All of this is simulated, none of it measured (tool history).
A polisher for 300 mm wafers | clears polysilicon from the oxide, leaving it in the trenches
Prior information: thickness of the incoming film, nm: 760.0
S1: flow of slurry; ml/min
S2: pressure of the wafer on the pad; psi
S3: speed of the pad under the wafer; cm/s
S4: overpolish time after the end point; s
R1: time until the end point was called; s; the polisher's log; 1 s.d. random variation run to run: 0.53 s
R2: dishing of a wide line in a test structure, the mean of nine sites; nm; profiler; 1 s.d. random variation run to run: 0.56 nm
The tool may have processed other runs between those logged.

run	hour	S1	S2	S3	S4	R1	R2
1	0	240	2.5	104	12	64.406	44.188
2	8.1	240	2.7	104	12	60.604	46.112
3	15.9	240	2.7	116	12	53.912	46.236
4	22	195	2.7	116	12	55.067	45.973
5	24.1	195	2.7	116	10	55.771	44.545
6	32.9	195	2.7	116	12	56.018	47.755
7	38	210	2.8	116	12	53.012	46.629
8	44.2	215	2.9	116	12	51.28	46.1

For run 9, what comes out?
9	45.8	215	3	116	12	?	?

R1: 48.937 s
R2: 46.396 nm

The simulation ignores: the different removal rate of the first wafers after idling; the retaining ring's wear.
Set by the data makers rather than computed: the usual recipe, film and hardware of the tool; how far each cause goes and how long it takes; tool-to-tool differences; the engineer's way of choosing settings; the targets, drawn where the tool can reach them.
